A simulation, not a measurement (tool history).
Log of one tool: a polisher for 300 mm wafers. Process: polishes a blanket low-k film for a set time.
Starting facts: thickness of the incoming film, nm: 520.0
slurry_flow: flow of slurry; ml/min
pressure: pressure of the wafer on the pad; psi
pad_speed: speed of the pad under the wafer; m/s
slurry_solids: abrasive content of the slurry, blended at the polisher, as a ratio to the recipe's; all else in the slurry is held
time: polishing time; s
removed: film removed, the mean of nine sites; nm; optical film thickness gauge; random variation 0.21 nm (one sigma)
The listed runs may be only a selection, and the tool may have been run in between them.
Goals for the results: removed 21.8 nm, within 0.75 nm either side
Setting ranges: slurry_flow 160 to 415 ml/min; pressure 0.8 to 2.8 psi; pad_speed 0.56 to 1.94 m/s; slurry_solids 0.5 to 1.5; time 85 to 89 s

| run | day | slurry_flow | pressure | pad_speed | slurry_solids | time | removed |
|---|---|---|---|---|---|---|---|
| 1 | 0 | 265 | 1.8 | 1.24 | 1 | 85 | 37.893 |
| 2 | 0.133 | 290 | 1.8 | 1.24 | 1 | 85 | 38.039 |
| 3 | 0.208 | 290 | 1.8 | 1.24 | 1 | 85 | 38.424 |
| 4 | 0.304 | 290 | 1.8 | 1.24 | 1.2 | 85 | 41.039 |
| 5 | 0.621 | 290 | 1.5 | 1.2 | 1.2 | 85 | 35.296 |
| 6 | 0.812 | 290 | 1.3 | 1.12 | 1.2 | 85 | 30.313 |
| 7 | 1.154 | 290 | 1.1 | 1.08 | 1.2 | 85 | 26.145 |
| 8 | 1.396 | 290 | 1 | 1.08 | 1.2 | 85 | 25.191 |
| 9 | 1.429 | 290 | 0.9 | 1.06 | 1.2 | 85 | 23.301 |

Of the 5 settings listed for the next run, only one would bring every result within its allowed miss of target. Which one?
| A | 1.462 | 295 | 0.9 | 1.14 | 1.3 | 86 | ? |
| B | 1.462 | 340 | 1 | 1.06 | 1.1 | 85 | ? |
| C | 1.462 | 290 | 1.1 | 0.94 | 1.2 | 88 | ? |
| D | 1.462 | 285 | 1 | 0.98 | 1.4 | 85 | ? |
| E | 1.462 | 280 | 0.8 | 0.98 | 1.45 | 85 | ? |

| move | removed |
|---|---|
| A | 25.498 |
| B | 24.217 |
| C | 25.034 |
| D | 24.754 |
| E | 21.963 |
A: lands further from the targets than the last run did
B: lands further from the targets than the last run did
C: lands further from the targets than the last run did
D: lands further from the targets than the last run did
E: every result within its allowed miss
E is the move that brings every result within its allowed miss.
